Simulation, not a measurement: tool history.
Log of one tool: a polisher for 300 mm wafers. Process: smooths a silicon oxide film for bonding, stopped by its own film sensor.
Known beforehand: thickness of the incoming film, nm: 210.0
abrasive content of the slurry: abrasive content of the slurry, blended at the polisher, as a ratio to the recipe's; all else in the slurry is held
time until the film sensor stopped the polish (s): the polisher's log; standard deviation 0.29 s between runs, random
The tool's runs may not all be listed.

run    day  flow of slurry (ml/min)  pressure of the wafer on the pad (psi)  speed of the pad under the wafer (cm/s)  abrasive content of the slurry  target thickness at which the film sensor stops the polish (Å)  time until the film sensor stopped the polish (s)
  1  0.000                      245                                     2.1                                       82                             1.0                                                            1910                                             25.696
  2  0.108                      245                                     2.3                                       82                             1.0                                                            1910                                             23.208
  3  0.167                      245                                     2.3                                       82                             1.0                                                            1930                                             21.032
  4  0.188                      245                                     2.3                                       82                             0.8                                                            1930                                             22.275
  5  0.229                      245                                     1.9                                       82                             0.8                                                            1930                                             26.992
  6  0.479                      270                                     1.9                                       82                             0.8                                                            1930                                             26.813
  7  0.750                      265                                     1.7                                       82                             0.8                                                            1930                                             30.014
  8  1.050                      240                                     1.3                                       82                             0.8                                                            1930                                             39.065

What does the tool deliver on the next run?
  9  1.300                      255                                     1.3                                       82                             0.8                                                            1930                                                  ?

time until the film sensor stopped the polish (s): 38.516
